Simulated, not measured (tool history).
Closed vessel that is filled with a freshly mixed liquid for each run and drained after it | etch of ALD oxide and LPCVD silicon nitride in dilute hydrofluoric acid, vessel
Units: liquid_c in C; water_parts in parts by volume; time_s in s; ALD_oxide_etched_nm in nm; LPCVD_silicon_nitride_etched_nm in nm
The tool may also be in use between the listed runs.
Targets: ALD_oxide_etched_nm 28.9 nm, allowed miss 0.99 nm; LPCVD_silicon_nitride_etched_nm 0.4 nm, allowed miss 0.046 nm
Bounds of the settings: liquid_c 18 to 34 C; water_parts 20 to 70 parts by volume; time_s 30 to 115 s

run    day  liquid_c  water_parts  time_s  ALD_oxide_etched_nm  LPCVD_silicon_nitride_etched_nm
  1      0        26           40      60               56.131                          0.73729
  2  0.179      25.5           45      60               49.056                          0.61793
  3  0.562      22.5           45      60               42.266                          0.53586
  4  0.862      21.5           50      60               36.604                          0.47604
  5  0.967      20.5           50      60               35.636                          0.42097
  6  1.054      20.5           50      45               27.196                          0.33974
  7  1.112        24           50      45               30.746                          0.40827
  8  1.446        24           55      45               27.797                          0.38775
  9  1.562        24           55      45               27.522                          0.38012

Which of these 4 next moves meets every target?
  A  1.679        22           50      50                    ?                                ?
  B  1.679        32           70      40                    ?                                ?
  C  1.679      31.5           70      50                    ?                                ?
  D  1.679      24.5           60      50                    ?                                ?

move  ALD_oxide_etched_nm  LPCVD_silicon_nitride_etched_nm
   A               31.594                          0.41377
   B               26.143                          0.45761
   C               32.064                           0.5543
   D               28.812                          0.40992
A: takes the result that was furthest off past its target
B: further off than the last run
C: takes the result that was furthest off past its target
D: meets every target
The right move is D.
